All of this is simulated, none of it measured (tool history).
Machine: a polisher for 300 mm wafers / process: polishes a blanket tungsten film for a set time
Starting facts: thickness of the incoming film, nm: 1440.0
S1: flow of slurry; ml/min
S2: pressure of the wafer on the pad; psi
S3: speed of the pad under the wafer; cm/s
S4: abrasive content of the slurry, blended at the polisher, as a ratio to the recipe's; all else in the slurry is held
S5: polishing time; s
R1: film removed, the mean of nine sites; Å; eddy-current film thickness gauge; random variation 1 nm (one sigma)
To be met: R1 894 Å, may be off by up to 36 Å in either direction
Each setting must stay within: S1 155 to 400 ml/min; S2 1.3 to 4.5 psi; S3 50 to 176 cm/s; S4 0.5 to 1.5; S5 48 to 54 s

run	hour	S1	S2	S3	S4	S5	R1
1	0	255	2.9	112	1	54	2188.7
2	3.2	255	2.4	112	1	54	1812.2
3	4.8	255	2.2	106	1	54	1601.9
4	10.5	255	2.2	106	1	54	1595.7
5	18.9	255	2.2	106	1	48	1435.7
6	20	255	2.1	104	1	48	1320.7
7	22.5	255	2	102	1	48	1224
8	24.1	255	1.9	102	1	48	1192.3
9	32.7	255	1.9	102	1	48	1147.8
10	33.9	255	1.8	102	1	48	1099.6
11	35.7	255	1.3	98	1	48	788.48
12	44.5	255	1.4	98	1	48	837.35

Below are 5 possible settings for the next run. Only one of them brings all results inside the allowed miss of their targets. Which is it?
A	53.3	330	1.5	84	1.2	48	?
B	53.3	260	1.4	86	0.95	53	?
C	53.3	280	1.3	96	1.2	49	?
D	53.3	335	1.4	90	0.65	54	?
E	53.3	210	1.7	82	0.9	52	?

move	R1
A	826.4
B	805.37
C	826
D	797.94
E	871.37
A: further off than the last run
B: further off than the last run
C: further off than the last run
D: further off than the last run
E: every result within its allowed miss
The right move is E.
